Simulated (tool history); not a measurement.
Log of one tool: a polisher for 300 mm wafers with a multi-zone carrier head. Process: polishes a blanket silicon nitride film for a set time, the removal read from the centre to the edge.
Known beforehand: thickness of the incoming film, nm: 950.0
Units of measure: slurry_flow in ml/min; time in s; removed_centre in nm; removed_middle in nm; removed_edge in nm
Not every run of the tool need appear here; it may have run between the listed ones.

run,day,slurry_flow,centre_zone,middle_zone,edge_zone,time,removed_centre,removed_middle,removed_edge
1,0,270,1,1,1,83,129.93,132.32,127.69
2,0.138,270,1.08,1,1,83,134.73,130.54,127.88
3,0.367,270,1.08,1,0.93,83,137.65,131.92,125.92
4,0.479,270,1.08,1,0.98,83,135.4,124.6,127.23
5,0.517,270,1.09,1,0.95,80,133.1,123.66,122.76
6,0.654,270,1.1,1.01,0.92,77,128.89,120.77,113.37
7,0.738,265,1.1,1,0.91,76,127.19,116.53,111.86
8,0.842,255,1.1,1,0.89,75,123.67,117.25,110.86
9,1.108,310,1.15,0.98,0.85,64,112.83,100.78,92.331
10,1.242,305,1.15,0.99,0.86,64,111.7,98.23,95.736
11,1.438,305,1.15,1,0.86,65,115.02,102.42,96.419

Run 12 is up next; what results do you expect?
12,1.758,305,1.15,1.01,0.86,65,?,?,?

removed_centre: 114.62 nm
removed_middle: 104.56 nm
removed_edge: 99.034 nm
